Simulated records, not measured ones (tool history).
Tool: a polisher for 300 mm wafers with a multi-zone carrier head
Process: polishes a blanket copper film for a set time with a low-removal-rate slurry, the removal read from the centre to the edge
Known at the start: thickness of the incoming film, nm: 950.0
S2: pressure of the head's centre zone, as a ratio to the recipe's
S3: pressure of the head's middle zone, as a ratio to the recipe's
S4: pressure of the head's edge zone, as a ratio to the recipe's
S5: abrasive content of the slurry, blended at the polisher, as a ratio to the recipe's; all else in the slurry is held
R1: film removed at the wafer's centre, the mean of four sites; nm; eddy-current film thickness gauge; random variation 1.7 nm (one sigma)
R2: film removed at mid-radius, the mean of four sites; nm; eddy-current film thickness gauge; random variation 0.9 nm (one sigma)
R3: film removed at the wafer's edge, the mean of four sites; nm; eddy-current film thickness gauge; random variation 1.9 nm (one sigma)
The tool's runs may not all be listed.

{"run": 1, "day": 0.0, "flow of slurry (ml/min)": 170, "S2": 1.0, "S3": 1.0, "S4": 1.0, "S5": 1.0, "polishing time (s)": 46, "R1": 168.94, "R2": 168.43, "R3": 170.2}
{"run": 2, "day": 0.325, "flow of slurry (ml/min)": 170, "S2": 1.07, "S3": 1.0, "S4": 1.0, "S5": 1.0, "polishing time (s)": 46, "R1": 180.86, "R2": 166.78, "R3": 169.21}
{"run": 3, "day": 0.538, "flow of slurry (ml/min)": 170, "S2": 1.14, "S3": 1.0, "S4": 1.0, "S5": 1.0, "polishing time (s)": 46, "R1": 189.17, "R2": 168.91, "R3": 168.39}
{"run": 4, "day": 0.754, "flow of slurry (ml/min)": 155, "S2": 1.05, "S3": 1.03, "S4": 0.99, "S5": 0.85, "polishing time (s)": 45, "R1": 158.63, "R2": 158.19, "R3": 156.93}
{"run": 5, "day": 0.933, "flow of slurry (ml/min)": 145, "S2": 1.0, "S3": 1.04, "S4": 0.96, "S5": 0.8, "polishing time (s)": 45, "R1": 150.21, "R2": 157.02, "R3": 151.94}
{"run": 6, "day": 1.117, "flow of slurry (ml/min)": 145, "S2": 1.0, "S3": 1.11, "S4": 0.96, "S5": 0.8, "polishing time (s)": 45, "R1": 151.28, "R2": 164.76, "R3": 149.37}

The next listed run, before its measurement:
{"run": 7, "day": 1.375, "flow of slurry (ml/min)": 135, "S2": 0.96, "S3": 1.09, "S4": 0.95, "S5": 0.75, "polishing time (s)": 45, "R1": "?", "R2": "?", "R3": "?"}

{"run 7": {"R1": 140.72, "R2": 156.11, "R3": 149.75}}
